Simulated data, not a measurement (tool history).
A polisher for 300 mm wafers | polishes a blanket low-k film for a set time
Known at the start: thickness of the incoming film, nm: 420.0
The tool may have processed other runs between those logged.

run,hour,flow of slurry (ml/min),pressure of the wafer on the pad (kPa),speed of the pad under the wafer (cm/s),abrasive content of the slurry,polishing time (s),film removed (angstrom)
1,0.0,130,9.7,86,1.0,93,225.77
2,1.5,130,9.0,86,1.0,93,209.28
3,5.0,125,8.3,86,1.0,93,192.53
4,13.4,125,8.3,86,1.0,93,189.90
5,20.4,125,9.7,86,1.0,93,219.99
6,27.9,120,9.7,86,1.0,93,222.11
7,36.4,120,9.0,86,1.0,93,206.09
8,39.5,120,9.0,86,1.0,93,205.11

Run 9 is up next; what results do you expect?
9,42.2,115,8.3,86,1.0,93,?

film removed (angstrom): 188.71
